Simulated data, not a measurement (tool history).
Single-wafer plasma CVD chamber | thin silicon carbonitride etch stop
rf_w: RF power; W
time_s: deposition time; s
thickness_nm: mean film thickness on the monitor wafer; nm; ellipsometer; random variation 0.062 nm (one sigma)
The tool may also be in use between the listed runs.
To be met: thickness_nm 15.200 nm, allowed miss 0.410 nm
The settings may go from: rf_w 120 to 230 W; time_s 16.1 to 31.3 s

{"run": 1, "hour": 0.0, "rf_w": 175, "time_s": 23.7, "thickness_nm": 11.798}
{"run": 2, "hour": 1.7, "rf_w": 175, "time_s": 26.5, "thickness_nm": 13.167}
{"run": 3, "hour": 5.1, "rf_w": 175, "time_s": 24.1, "thickness_nm": 11.97}
{"run": 4, "hour": 7.8, "rf_w": 175, "time_s": 22.3, "thickness_nm": 11.172}
{"run": 5, "hour": 8.5, "rf_w": 175, "time_s": 20.7, "thickness_nm": 10.312}
{"run": 6, "hour": 16.4, "rf_w": 175, "time_s": 22.7, "thickness_nm": 11.312}
{"run": 7, "hour": 23.5, "rf_w": 180, "time_s": 24.0, "thickness_nm": 12.059}
{"run": 8, "hour": 29.1, "rf_w": 185, "time_s": 24.9, "thickness_nm": 12.665}
{"run": 9, "hour": 36.2, "rf_w": 190, "time_s": 25.5, "thickness_nm": 13.051}
{"run": 10, "hour": 42.6, "rf_w": 195, "time_s": 26.1, "thickness_nm": 13.334}
{"run": 11, "hour": 44.8, "rf_w": 195, "time_s": 26.8, "thickness_nm": 13.799}
{"run": 12, "hour": 47.7, "rf_w": 200, "time_s": 27.2, "thickness_nm": 14.067}
{"run": 13, "hour": 55.2, "rf_w": 200, "time_s": 27.6, "thickness_nm": 14.218}
{"run": 14, "hour": 58.7, "rf_w": 200, "time_s": 27.9, "thickness_nm": 14.328}

Which of these 4 next moves meets every target?
{"run": "A", "hour": 62.2, "rf_w": 195, "time_s": 27.9, "thickness_nm": "?"}
{"run": "B", "hour": 62.2, "rf_w": 225, "time_s": 28.8, "thickness_nm": "?"}
{"run": "C", "hour": 62.2, "rf_w": 190, "time_s": 26.7, "thickness_nm": "?"}
{"run": "D", "hour": 62.2, "rf_w": 205, "time_s": 27.3, "thickness_nm": "?"}

move=A thickness_nm=14.160
move=B thickness_nm=15.163
move=C thickness_nm=13.462
move=D thickness_nm=14.033
A: further off than the last run
B: meets every target
C: further off than the last run
D: further off than the last run
Move B is the one to make.
